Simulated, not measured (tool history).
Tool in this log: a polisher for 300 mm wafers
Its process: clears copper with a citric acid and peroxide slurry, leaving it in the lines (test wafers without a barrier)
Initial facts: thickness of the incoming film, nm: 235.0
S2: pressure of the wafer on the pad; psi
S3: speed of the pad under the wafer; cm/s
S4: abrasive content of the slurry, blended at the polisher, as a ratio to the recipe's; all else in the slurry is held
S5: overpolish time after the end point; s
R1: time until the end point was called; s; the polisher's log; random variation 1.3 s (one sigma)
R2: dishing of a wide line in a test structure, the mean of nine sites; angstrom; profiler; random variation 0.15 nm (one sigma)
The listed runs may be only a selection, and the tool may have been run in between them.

{"run": 1, "hour": 0.0, "flow of slurry (ml/min)": 265, "S2": 2.4, "S3": 132, "S4": 1, "S5": 15, "R1": 82.632, "R2": 281.68}
{"run": 2, "hour": 1.5, "flow of slurry (ml/min)": 265, "S2": 2.4, "S3": 120, "S4": 1, "S5": 15, "R1": 94.807, "R2": 258.51}
{"run": 3, "hour": 8.8, "flow of slurry (ml/min)": 265, "S2": 2.4, "S3": 120, "S4": 1.1, "S5": 15, "R1": 88.105, "R2": 266.58}
{"run": 4, "hour": 17.1, "flow of slurry (ml/min)": 260, "S2": 2.3, "S3": 122, "S4": 1.15, "S5": 13, "R1": 92.371, "R2": 229.12}
{"run": 5, "hour": 23.5, "flow of slurry (ml/min)": 260, "S2": 2.3, "S3": 102, "S4": 1.15, "S5": 13, "R1": 109.58, "R2": 197.42}
{"run": 6, "hour": 24.9, "flow of slurry (ml/min)": 260, "S2": 2, "S3": 102, "S4": 1.15, "S5": 13, "R1": 120.02, "R2": 176.66}
{"run": 7, "hour": 33.5, "flow of slurry (ml/min)": 260, "S2": 2, "S3": 102, "S4": 1.15, "S5": 13, "R1": 120.21, "R2": 178.16}
{"run": 8, "hour": 40.2, "flow of slurry (ml/min)": 270, "S2": 2, "S3": 108, "S4": 1.2, "S5": 12, "R1": 118.51, "R2": 171.02}
{"run": 9, "hour": 48.9, "flow of slurry (ml/min)": 255, "S2": 2.1, "S3": 112, "S4": 1.2, "S5": 11, "R1": 103.8, "R2": 172}
{"run": 10, "hour": 51.7, "flow of slurry (ml/min)": 245, "S2": 2.2, "S3": 114, "S4": 1.2, "S5": 10, "R1": 100.83, "R2": 164.91}
{"run": 11, "hour": 54.9, "flow of slurry (ml/min)": 200, "S2": 2.8, "S3": 120, "S4": 1.15, "S5": 4, "R1": 82.576, "R2": 86.182}
{"run": 12, "hour": 60.0, "flow of slurry (ml/min)": 225, "S2": 2.8, "S3": 120, "S4": 1.15, "S5": 4, "R1": 79.915, "R2": 84.646}
{"run": 13, "hour": 66.6, "flow of slurry (ml/min)": 225, "S2": 2.8, "S3": 120, "S4": 1.15, "S5": 4, "R1": 79.988, "R2": 87.292}
{"run": 14, "hour": 70.6, "flow of slurry (ml/min)": 225, "S2": 2.7, "S3": 126, "S4": 1.2, "S5": 4, "R1": 78.638, "R2": 89.331}
{"run": 15, "hour": 77.2, "flow of slurry (ml/min)": 225, "S2": 2.6, "S3": 130, "S4": 1.2, "S5": 4, "R1": 80.362, "R2": 89.33}
{"run": 16, "hour": 81.5, "flow of slurry (ml/min)": 225, "S2": 2.6, "S3": 134, "S4": 1.2, "S5": 4, "R1": 73.969, "R2": 90.431}
{"run": 17, "hour": 89.1, "flow of slurry (ml/min)": 225, "S2": 2.6, "S3": 134, "S4": 1.2, "S5": 5, "R1": 76.996, "R2": 111.09}
{"run": 18, "hour": 93.8, "flow of slurry (ml/min)": 225, "S2": 2.6, "S3": 136, "S4": 1.2, "S5": 5, "R1": 75.588, "R2": 113.11}
{"run": 19, "hour": 100.5, "flow of slurry (ml/min)": 225, "S2": 2.6, "S3": 138, "S4": 1.2, "S5": 5, "R1": 74.527, "R2": 115.75}
{"run": 20, "hour": 102.2, "flow of slurry (ml/min)": 225, "S2": 2.6, "S3": 140, "S4": 1.2, "S5": 5, "R1": 73.475, "R2": 118.26}
{"run": 21, "hour": 105.2, "flow of slurry (ml/min)": 225, "S2": 2.6, "S3": 142, "S4": 1.2, "S5": 5, "R1": 70.418, "R2": 117.95}
{"run": 22, "hour": 105.8, "flow of slurry (ml/min)": 225, "S2": 2.5, "S3": 144, "S4": 1.2, "S5": 5, "R1": 71.89, "R2": 118.24}

What does the tool deliver on the next run?
{"run": 23, "hour": 114.4, "flow of slurry (ml/min)": 225, "S2": 2.5, "S3": 146, "S4": 1.2, "S5": 5, "R1": "?", "R2": "?"}

Run 23 produced R1 71.718 s, R2 120.67 angstrom.
